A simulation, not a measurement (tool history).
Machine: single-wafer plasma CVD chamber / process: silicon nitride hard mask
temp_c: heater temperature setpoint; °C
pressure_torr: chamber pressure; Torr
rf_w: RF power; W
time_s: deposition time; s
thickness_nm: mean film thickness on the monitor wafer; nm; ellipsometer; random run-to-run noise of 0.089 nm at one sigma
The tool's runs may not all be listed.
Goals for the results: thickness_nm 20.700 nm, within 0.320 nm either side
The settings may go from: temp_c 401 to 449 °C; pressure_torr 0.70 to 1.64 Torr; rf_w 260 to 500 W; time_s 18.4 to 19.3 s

run,hour,temp_c,pressure_torr,rf_w,time_s,thickness_nm
1,0.0,425,1.17,380,19.3,23.609
2,6.6,425,1.12,380,19.3,23.324
3,11.8,425,1.07,380,19.3,23.099
4,15.8,425,1.07,380,18.4,22.122
5,17.6,425,1.04,380,18.4,21.902
6,24.4,432,1.04,380,18.4,21.835
7,27.1,432,1.02,380,18.4,21.804
8,30.8,432,1.02,380,18.4,21.856
9,36.4,432,1.00,380,18.4,21.714
10,37.3,432,0.98,380,18.4,21.565
11,42.8,432,0.98,380,18.4,21.536

Which single option among these 5 for the next run brings every result within its allowed miss of target? Just one does.
A,48.3,433,0.96,400,18.6,?
B,48.3,435,0.97,405,18.4,?
C,48.3,429,1.20,340,19.3,?
D,48.3,434,1.07,365,19.3,?
E,48.3,438,0.96,360,18.4,?

move,thickness_nm
A,22.195
B,22.117
C,22.247
D,22.462
E,20.734
A: its largest miss is bigger than the last run's
B: its largest miss is bigger than the last run's
C: its largest miss is bigger than the last run's
D: its largest miss is bigger than the last run's
E: in spec on every target
Go with E: it meets all targets.
